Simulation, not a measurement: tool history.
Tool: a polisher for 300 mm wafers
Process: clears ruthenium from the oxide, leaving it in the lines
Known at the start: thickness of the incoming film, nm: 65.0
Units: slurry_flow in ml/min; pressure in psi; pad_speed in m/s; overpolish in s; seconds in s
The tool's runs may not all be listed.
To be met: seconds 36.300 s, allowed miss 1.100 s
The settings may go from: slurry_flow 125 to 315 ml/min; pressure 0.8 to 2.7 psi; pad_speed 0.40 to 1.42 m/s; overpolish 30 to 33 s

{"run": 1, "hour": 0.0, "slurry_flow": 205, "pressure": 1.7, "pad_speed": 0.9, "overpolish": 30, "seconds": 54.585}
{"run": 2, "hour": 6.4, "slurry_flow": 205, "pressure": 1.8, "pad_speed": 0.9, "overpolish": 30, "seconds": 51.726}
{"run": 3, "hour": 8.0, "slurry_flow": 205, "pressure": 1.9, "pad_speed": 0.9, "overpolish": 30, "seconds": 48.617}
{"run": 4, "hour": 17.0, "slurry_flow": 205, "pressure": 1.9, "pad_speed": 0.76, "overpolish": 30, "seconds": 57.467}
{"run": 5, "hour": 22.8, "slurry_flow": 245, "pressure": 1.9, "pad_speed": 0.76, "overpolish": 30, "seconds": 56.677}
{"run": 6, "hour": 27.9, "slurry_flow": 245, "pressure": 2.0, "pad_speed": 0.76, "overpolish": 30, "seconds": 52.869}
{"run": 7, "hour": 34.0, "slurry_flow": 245, "pressure": 2.1, "pad_speed": 0.76, "overpolish": 30, "seconds": 50.425}
{"run": 8, "hour": 40.3, "slurry_flow": 245, "pressure": 2.2, "pad_speed": 0.76, "overpolish": 30, "seconds": 48.239}
{"run": 9, "hour": 42.5, "slurry_flow": 245, "pressure": 2.3, "pad_speed": 0.76, "overpolish": 30, "seconds": 46.87}
{"run": 10, "hour": 45.2, "slurry_flow": 245, "pressure": 2.4, "pad_speed": 0.76, "overpolish": 30, "seconds": 44.895}
{"run": 11, "hour": 47.7, "slurry_flow": 255, "pressure": 2.6, "pad_speed": 0.8, "overpolish": 30, "seconds": 39.157}

5 next moves are on the table. One of them brings every result within its allowed miss. Which?
{"run": "A", "hour": 50.2, "slurry_flow": 235, "pressure": 2.5, "pad_speed": 0.78, "overpolish": 33, "seconds": "?"}
{"run": "B", "hour": 50.2, "slurry_flow": 270, "pressure": 2.6, "pad_speed": 0.86, "overpolish": 33, "seconds": "?"}
{"run": "C", "hour": 50.2, "slurry_flow": 300, "pressure": 2.5, "pad_speed": 0.7, "overpolish": 32, "seconds": "?"}
{"run": "D", "hour": 50.2, "slurry_flow": 250, "pressure": 2.5, "pad_speed": 0.76, "overpolish": 30, "seconds": "?"}
{"run": "E", "hour": 50.2, "slurry_flow": 210, "pressure": 2.7, "pad_speed": 0.72, "overpolish": 30, "seconds": "?"}

move=A seconds=42.180
move=B seconds=36.364
move=C seconds=45.624
move=D seconds=42.940
move=E seconds=42.869
A: further off than the last run
B: meets every target
C: further off than the last run
D: further off than the last run
E: further off than the last run
Move B is the one to make.

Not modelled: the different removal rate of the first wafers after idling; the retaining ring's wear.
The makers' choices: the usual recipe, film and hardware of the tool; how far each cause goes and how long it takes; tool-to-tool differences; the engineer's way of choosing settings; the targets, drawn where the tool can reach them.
